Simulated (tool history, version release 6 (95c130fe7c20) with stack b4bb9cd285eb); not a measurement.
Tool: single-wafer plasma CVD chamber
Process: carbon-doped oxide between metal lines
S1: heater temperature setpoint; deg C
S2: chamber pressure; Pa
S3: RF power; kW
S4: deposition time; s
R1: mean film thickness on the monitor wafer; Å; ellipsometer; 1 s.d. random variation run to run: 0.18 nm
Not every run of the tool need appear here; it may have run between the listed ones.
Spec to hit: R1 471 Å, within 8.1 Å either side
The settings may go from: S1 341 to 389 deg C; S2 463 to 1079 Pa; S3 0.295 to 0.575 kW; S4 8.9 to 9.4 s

run,day,S1,S2,S3,S4,R1
1,0,365,771,0.435,9.4,428.3
2,0.167,365,689,0.435,9.4,421.22
3,0.392,365,772,0.435,9.4,429.2
4,0.642,355,772,0.435,9.4,438.37
5,0.8,354,799,0.44,9.4,446.27
6,0.962,354,799,0.405,9.4,421.6
7,1.275,353,831,0.41,9.4,430.43
8,1.358,353,831,0.41,9.4,429.87

Of the 4 settings listed for the next run, only one would bring every result within its allowed miss of target. Which one?
A,1.442,348,669,0.38,8.9,?
B,1.442,345,768,0.46,9.4,?
C,1.442,358,608,0.4,8.9,?
D,1.442,342,501,0.435,8.9,?

move,R1
A,378.24
B,463.72
C,377.02
D,404.9
A: the biggest miss grows against the last run
B: every result lands within tolerance
C: the biggest miss grows against the last run
D: the biggest miss grows against the last run
Go with B: it meets all targets.
